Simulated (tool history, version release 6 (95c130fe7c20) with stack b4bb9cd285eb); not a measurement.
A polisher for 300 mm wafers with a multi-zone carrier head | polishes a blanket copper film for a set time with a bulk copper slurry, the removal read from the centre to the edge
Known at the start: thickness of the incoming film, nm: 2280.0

run  hour  flow of slurry (ml/min)  pressure of the head's centre zone  pressure of the head's middle zone  pressure of the head's edge zone  abrasive content of the slurry  polishing time (s)  film removed at the wafer's centre (angstrom)  film removed at mid-radius (angstrom)  film removed at the wafer's edge (angstrom)
  1     0                      145                                   1                                   1                                 1                               1                  62                                           8730                                 8719.9                                       9150.1
  2   1.1                      135                                0.99                                0.97                              0.95                            0.85                  61                                           8020                                   8061                                       8184.2
  3   5.2                      125                                0.99                                0.93                              0.93                             0.8                  61                                         7877.9                                 7569.6                                       8090.8
  4  11.1                      120                                0.99                                0.92                               0.9                            0.75                  61                                         7803.2                                 7325.6                                       7744.6
     14.4  -- worn pad replaced by a new one
  5  14.4                      120                                0.99                                0.86                               0.9                            0.75                  61                                         8488.1                                 7794.7                                       8717.4
  6    22                      110                                0.99                                0.88                              0.89                             0.7                  61                                         8248.9                                 7635.3                                         8338
  7  25.3                      110                                0.98                                0.88                              0.88                            0.65                  59                                         7854.1                                 7255.2                                         8058

The next listed run, before its measurement:
  8  32.5                      105                                0.98                                 0.9                              0.87                             0.6                  58                                              ?                                      ?                                            ?

{"run 8": {"film removed at the wafer's centre (angstrom)": 7488.2, "film removed at mid-radius (angstrom)": 7127.3, "film removed at the wafer's edge (angstrom)": 7597.9}}
